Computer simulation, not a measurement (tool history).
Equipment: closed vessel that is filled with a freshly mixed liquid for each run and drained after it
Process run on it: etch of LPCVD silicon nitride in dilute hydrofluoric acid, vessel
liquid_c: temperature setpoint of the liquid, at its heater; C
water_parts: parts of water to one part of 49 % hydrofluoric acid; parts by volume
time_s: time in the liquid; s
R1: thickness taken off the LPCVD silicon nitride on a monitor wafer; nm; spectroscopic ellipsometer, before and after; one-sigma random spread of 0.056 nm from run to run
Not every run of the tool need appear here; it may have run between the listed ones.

run 1 day=0 | liquid_c=25 water_parts=60 time_s=3025 | R1=22.62
run 2 day=0.029 | liquid_c=25 water_parts=40 time_s=3025 | R1=33.678
run 3 day=0.25 | liquid_c=23.5 water_parts=40 time_s=3025 | R1=30.621
run 4 day=0.371 | liquid_c=22.5 water_parts=40 time_s=3025 | R1=28.595
run 5 day=0.704 | liquid_c=22 water_parts=40 time_s=3025 | R1=27.592
run 6 day=1 | liquid_c=21.5 water_parts=40 time_s=3025 | R1=26.407
run 7 day=1.204 | liquid_c=21 water_parts=40 time_s=3025 | R1=25.661
run 8 day=1.462 | liquid_c=20.5 water_parts=40 time_s=3025 | R1=24.836
run 9 day=1.579 | liquid_c=20.5 water_parts=40 time_s=3025 | R1=24.764
run 10 day=1.704 | liquid_c=20 water_parts=40 time_s=3025 | R1=23.882

Run 11 is up next; what results do you expect?
run 11 day=1.729 | liquid_c=19.5 water_parts=40 time_s=3025 | R1=?

R1: 22.996 nm

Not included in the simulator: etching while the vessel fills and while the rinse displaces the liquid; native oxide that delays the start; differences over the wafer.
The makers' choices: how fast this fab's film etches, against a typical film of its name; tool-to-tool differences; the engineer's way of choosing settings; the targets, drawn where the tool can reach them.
